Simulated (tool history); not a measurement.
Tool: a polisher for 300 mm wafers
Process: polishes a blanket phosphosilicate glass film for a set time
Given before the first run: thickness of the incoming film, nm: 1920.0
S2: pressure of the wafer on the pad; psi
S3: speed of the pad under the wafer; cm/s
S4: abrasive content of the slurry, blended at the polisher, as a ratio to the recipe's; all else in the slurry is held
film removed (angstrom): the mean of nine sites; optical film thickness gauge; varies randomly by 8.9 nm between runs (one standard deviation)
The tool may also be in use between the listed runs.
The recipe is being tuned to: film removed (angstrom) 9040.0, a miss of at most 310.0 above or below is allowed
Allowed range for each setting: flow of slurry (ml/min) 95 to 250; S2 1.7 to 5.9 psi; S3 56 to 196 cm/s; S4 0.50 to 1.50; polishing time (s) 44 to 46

Run 1, hour 0.0: flow of slurry (ml/min) 160, S2 3.8 psi, S3 126 cm/s, S4 1.00, polishing time (s) 44. Result: film removed (angstrom) 5670.4.
Run 2, hour 2.5: flow of slurry (ml/min) 160, S2 3.8 psi, S3 126 cm/s, S4 1.00, polishing time (s) 46. Result: film removed (angstrom) 6101.0.
Run 3, hour 4.4: flow of slurry (ml/min) 160, S2 3.8 psi, S3 126 cm/s, S4 1.00, polishing time (s) 44. Result: film removed (angstrom) 5726.6.
Run 4, hour 8.2: flow of slurry (ml/min) 160, S2 4.4 psi, S3 126 cm/s, S4 1.00, polishing time (s) 44. Result: film removed (angstrom) 6646.5.
Run 5, hour 15.7: flow of slurry (ml/min) 165, S2 4.6 psi, S3 126 cm/s, S4 1.00, polishing time (s) 44. Result: film removed (angstrom) 7021.0.
Run 6, hour 21.4: flow of slurry (ml/min) 170, S2 4.8 psi, S3 126 cm/s, S4 1.00, polishing time (s) 44. Result: film removed (angstrom) 7336.6.
Run 7, hour 23.8: flow of slurry (ml/min) 170, S2 5.0 psi, S3 126 cm/s, S4 1.00, polishing time (s) 44. Result: film removed (angstrom) 7578.9.
Run 8, hour 26.3: flow of slurry (ml/min) 170, S2 5.2 psi, S3 126 cm/s, S4 1.00, polishing time (s) 44. Result: film removed (angstrom) 7860.3.

Which of these 5 next moves meets every target?
Run A, hour 28.8: flow of slurry (ml/min) 185, S2 5.3 psi, S3 126 cm/s, S4 0.95, polishing time (s) 46. Result: film removed (angstrom) ?.
Run B, hour 28.8: flow of slurry (ml/min) 150, S2 5.5 psi, S3 128 cm/s, S4 0.95, polishing time (s) 46. Result: film removed (angstrom) ?.
Run C, hour 28.8: flow of slurry (ml/min) 205, S2 5.0 psi, S3 122 cm/s, S4 1.05, polishing time (s) 46. Result: film removed (angstrom) ?.
Run D, hour 28.8: flow of slurry (ml/min) 160, S2 5.2 psi, S3 142 cm/s, S4 0.95, polishing time (s) 45. Result: film removed (angstrom) ?.
Run E, hour 28.8: flow of slurry (ml/min) 150, S2 5.7 psi, S3 118 cm/s, S4 1.10, polishing time (s) 46. Result: film removed (angstrom) ?.

move  film removed (angstrom)
   A                   8183.8
   B                   8356.2
   C                   8009.9
   D                   8283.4
   E                   8791.3
A: moves toward the targets from the last run without getting all of them in spec
B: moves toward the targets from the last run without getting all of them in spec
C: moves toward the targets from the last run without getting all of them in spec
D: moves toward the targets from the last run without getting all of them in spec
E: every result lands within tolerance
E is the move that brings every result within its allowed miss.
